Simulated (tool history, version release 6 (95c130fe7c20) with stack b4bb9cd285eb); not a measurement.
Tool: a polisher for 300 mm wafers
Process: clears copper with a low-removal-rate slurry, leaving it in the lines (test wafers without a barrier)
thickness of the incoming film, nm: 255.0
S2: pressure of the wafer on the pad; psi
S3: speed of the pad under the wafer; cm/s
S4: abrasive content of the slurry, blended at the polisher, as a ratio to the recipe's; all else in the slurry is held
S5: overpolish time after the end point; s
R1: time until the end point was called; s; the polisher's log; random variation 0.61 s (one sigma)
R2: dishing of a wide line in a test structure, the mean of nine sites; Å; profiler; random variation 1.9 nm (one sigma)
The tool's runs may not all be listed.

Run 1, hour 0.0: flow of slurry (ml/min) 175, S2 2.3 psi, S3 136 cm/s, S4 1.00, S5 26 s. Result: R1 90.841 s, R2 521.91 Å.
Run 2, hour 3.7: flow of slurry (ml/min) 175, S2 2.3 psi, S3 136 cm/s, S4 0.90, S5 26 s. Result: R1 93.283 s, R2 484.95 Å.
Run 3, hour 8.4: flow of slurry (ml/min) 175, S2 2.4 psi, S3 136 cm/s, S4 0.95, S5 28 s. Result: R1 89.781 s, R2 555.48 Å.
Run 4, hour 12.2: flow of slurry (ml/min) 150, S2 2.4 psi, S3 136 cm/s, S4 0.95, S5 28 s. Result: R1 91.856 s, R2 569.33 Å.
Run 5, hour 19.3: flow of slurry (ml/min) 150, S2 2.7 psi, S3 136 cm/s, S4 0.95, S5 28 s. Result: R1 80.391 s, R2 598.62 Å.
Run 6, hour 23.8: flow of slurry (ml/min) 175, S2 2.7 psi, S3 136 cm/s, S4 0.95, S5 28 s. Result: R1 78.011 s, R2 614.60 Å.
Run 7, hour 30.4: flow of slurry (ml/min) 175, S2 2.7 psi, S3 136 cm/s, S4 0.95, S5 30 s. Result: R1 78.147 s, R2 629.70 Å.
Run 8, hour 34.9: flow of slurry (ml/min) 170, S2 2.7 psi, S3 136 cm/s, S4 0.95, S5 32 s. Result: R1 78.229 s, R2 690.06 Å.
Run 9, hour 43.0: flow of slurry (ml/min) 170, S2 2.7 psi, S3 136 cm/s, S4 0.95, S5 33 s. Result: R1 79.177 s, R2 695.62 Å.

Forecast run 10:
Run 10, hour 47.0: flow of slurry (ml/min) 170, S2 2.7 psi, S3 136 cm/s, S4 0.95, S5 34 s. Result: R1 ?, R2 ?.

R1: 79.426 s
R2: 740.06 Å
